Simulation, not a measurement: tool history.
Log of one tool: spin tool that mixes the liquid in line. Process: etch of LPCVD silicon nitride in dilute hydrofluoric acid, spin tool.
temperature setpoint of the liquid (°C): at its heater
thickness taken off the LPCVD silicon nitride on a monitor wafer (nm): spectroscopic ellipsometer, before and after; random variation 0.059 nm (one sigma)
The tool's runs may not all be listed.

run  hour  temperature setpoint of the liquid (°C)  parts of water to one part of 49 % hydrofluoric acid (parts by volume)  time under the liquid (s)  thickness taken off the LPCVD silicon nitride on a monitor wafer (nm)
  1     0                                       24                                                                     100                         70                                                                 0.3558
  2   5.4                                       24                                                                     100                         70                                                                0.34234
  3  11.5                                     25.5                                                                      85                         70                                                                0.42865
  4  19.9                                     25.5                                                                      85                         50                                                                0.32776
  5    22                                     25.5                                                                      55                         50                                                                0.43768
     23.5  -- thermometer replaced
  6  23.5                                     22.5                                                                      55                         50                                                                0.41927
  7  24.9                                     24.5                                                                      50                         55                                                                0.60724
  8    27                                     25.5                                                                      45                         60                                                                0.75106
  9  28.4                                       26                                                                      40                         60                                                                0.88796
 10  33.4                                     26.5                                                                      40                         60                                                                0.94116
 11  37.3                                       27                                                                      40                         60                                                                0.94077
 12  38.9                                     30.5                                                                      20                         70                                                                  2.895
 13  40.9                                       30                                                                      20                         70                                                                  2.711
 14  47.6                                       26                                                                      50                         60                                                                0.73608

Run 15 comes next. What will it give?
 15    54                                       27                                                                      50                         60                                                                      ?

{"run 15": {"thickness taken off the LPCVD silicon nitride on a monitor wafer (nm)": 0.7674}}
